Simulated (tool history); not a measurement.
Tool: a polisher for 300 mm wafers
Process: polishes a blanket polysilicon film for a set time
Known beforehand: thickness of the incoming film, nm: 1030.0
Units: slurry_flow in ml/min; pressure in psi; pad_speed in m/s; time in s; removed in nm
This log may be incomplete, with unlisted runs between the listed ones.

run,hour,slurry_flow,pressure,pad_speed,time,removed
1,0,200,3.2,1.2,42,405.21
2,1.9,200,3.4,1.2,42,439.86
3,3.8,200,3.6,1.2,42,465.77
4,4.9,200,3.6,0.92,42,397.91
5,11.1,200,3.8,0.92,42,421.29
6,19.9,245,3.8,0.92,42,434.94
# hour 21.9: head pressure recalibrated
7,21.9,245,4,0.92,42,499.12
8,26.5,250,4,0.92,42,484.61
9,33.2,250,4.1,0.92,42,514.05
10,38.4,255,4.1,0.92,42,497.61

Forecast run 11:
11,45.6,255,4.2,0.92,42,?

Run 11 came out at removed 508.09 nm.
